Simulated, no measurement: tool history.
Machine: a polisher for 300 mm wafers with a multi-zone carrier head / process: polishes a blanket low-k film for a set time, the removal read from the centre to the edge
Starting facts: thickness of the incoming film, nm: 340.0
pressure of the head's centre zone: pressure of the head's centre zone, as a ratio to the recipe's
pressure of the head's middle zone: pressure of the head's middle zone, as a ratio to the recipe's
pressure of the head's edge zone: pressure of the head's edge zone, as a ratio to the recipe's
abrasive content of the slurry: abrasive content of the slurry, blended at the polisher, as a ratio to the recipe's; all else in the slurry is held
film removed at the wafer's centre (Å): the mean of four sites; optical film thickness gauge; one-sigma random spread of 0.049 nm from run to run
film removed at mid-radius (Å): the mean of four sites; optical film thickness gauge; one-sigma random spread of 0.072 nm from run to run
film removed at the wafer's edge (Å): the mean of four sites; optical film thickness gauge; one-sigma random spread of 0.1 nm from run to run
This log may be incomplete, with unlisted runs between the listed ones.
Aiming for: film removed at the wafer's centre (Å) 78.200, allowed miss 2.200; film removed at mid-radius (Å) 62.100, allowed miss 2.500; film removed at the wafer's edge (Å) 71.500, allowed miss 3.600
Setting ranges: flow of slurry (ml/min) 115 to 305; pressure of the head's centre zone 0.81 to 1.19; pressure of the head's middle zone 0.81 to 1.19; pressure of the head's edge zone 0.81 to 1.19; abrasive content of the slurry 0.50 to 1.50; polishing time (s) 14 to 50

| run | hour | flow of slurry (ml/min) | pressure of the head's centre zone | pressure of the head's middle zone | pressure of the head's edge zone | abrasive content of the slurry | polishing time (s) | film removed at the wafer's centre (Å) | film removed at mid-radius (Å) | film removed at the wafer's edge (Å) |
|---|---|---|---|---|---|---|---|---|---|---|
| 1 | 0.0 | 195 | 1.00 | 1.00 | 1.00 | 1.00 | 32 | 105.070 | 103.640 | 99.295 |
| 2 | 8.7 | 190 | 1.01 | 0.96 | 1.00 | 0.90 | 31 | 97.949 | 93.575 | 94.208 |
| 3 | 13.8 | 190 | 1.01 | 0.87 | 1.00 | 0.90 | 31 | 98.529 | 87.227 | 95.892 |
| 4 | 20.0 | 190 | 1.01 | 0.87 | 0.92 | 0.90 | 31 | 98.901 | 86.724 | 92.453 |
|  | 21.9 | edge zone pressure recalibrated |
| 5 | 21.9 | 185 | 1.02 | 0.86 | 0.92 | 0.80 | 30 | 90.811 | 78.535 | 87.746 |
| 6 | 23.3 | 185 | 1.02 | 0.86 | 0.87 | 0.80 | 30 | 90.250 | 78.521 | 84.892 |
| 7 | 25.0 | 185 | 1.04 | 0.85 | 0.86 | 0.75 | 30 | 89.503 | 74.482 | 82.925 |
| 8 | 30.6 | 185 | 1.05 | 0.85 | 0.85 | 0.70 | 30 | 87.483 | 74.259 | 79.432 |
| 9 | 35.2 | 175 | 1.06 | 0.84 | 0.86 | 0.65 | 30 | 85.663 | 69.321 | 79.150 |

4 candidate next runs follow, results not yet known. Just one meets every target within its allowed miss. Identify it.
| A | 39.8 | 205 | 1.03 | 0.99 | 0.81 | 0.85 | 25 | ? | ? | ? |
| B | 39.8 | 165 | 1.11 | 0.85 | 1.00 | 0.55 | 29 | ? | ? | ? |
| C | 39.8 | 250 | 1.14 | 0.92 | 0.81 | 0.95 | 26 | ? | ? | ? |
| D | 39.8 | 165 | 1.06 | 0.94 | 0.87 | 0.75 | 30 | ? | ? | ? |

| move | film removed at the wafer's centre (Å) | film removed at mid-radius (Å) | film removed at the wafer's edge (Å) |
|---|---|---|---|
| A | 79.304 | 76.591 | 70.706 |
| B | 78.354 | 62.607 | 70.718 |
| C | 96.772 | 80.144 | 78.360 |
| D | 89.708 | 81.140 | 80.542 |
A: corrects the largest miss of the last run, while another result sits out of spec
B: all results land within tolerance of their targets
C: further off than the last run
D: further off than the last run
The move that meets every target is B.
